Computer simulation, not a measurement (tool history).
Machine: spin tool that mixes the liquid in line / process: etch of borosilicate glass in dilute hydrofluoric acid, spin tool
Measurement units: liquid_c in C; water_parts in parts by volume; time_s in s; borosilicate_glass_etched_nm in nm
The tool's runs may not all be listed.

run 1 hour=0 | liquid_c=25 water_parts=85 time_s=15 | borosilicate_glass_etched_nm=3.1819
run 2 hour=1.2 | liquid_c=25 water_parts=85 time_s=15 | borosilicate_glass_etched_nm=3.1811
run 3 hour=6.2 | liquid_c=25 water_parts=105 time_s=15 | borosilicate_glass_etched_nm=2.5362
run 4 hour=12.9 | liquid_c=26 water_parts=100 time_s=15 | borosilicate_glass_etched_nm=2.7667
run 5 hour=16.7 | liquid_c=26 water_parts=125 time_s=15 | borosilicate_glass_etched_nm=2.158
run 6 hour=25.4 | liquid_c=27 water_parts=115 time_s=15 | borosilicate_glass_etched_nm=2.3989
run 7 hour=33.1 | liquid_c=27.5 water_parts=105 time_s=15 | borosilicate_glass_etched_nm=2.7287
run 8 hour=34.6 | liquid_c=28 water_parts=95 time_s=15 | borosilicate_glass_etched_nm=3.0787
run 9 hour=38.1 | liquid_c=28.5 water_parts=90 time_s=15 | borosilicate_glass_etched_nm=3.4313
run 10 hour=39.2 | liquid_c=29 water_parts=85 time_s=15 | borosilicate_glass_etched_nm=3.659
run 11 hour=48 | liquid_c=29.5 water_parts=80 time_s=15 | borosilicate_glass_etched_nm=3.9933
run 12 hour=55.3 | liquid_c=30 water_parts=75 time_s=15 | borosilicate_glass_etched_nm=4.3929

What does the tool deliver on the next run?
run 13 hour=56.5 | liquid_c=30.5 water_parts=75 time_s=15 | borosilicate_glass_etched_nm=?

borosilicate_glass_etched_nm: 4.4399 nm
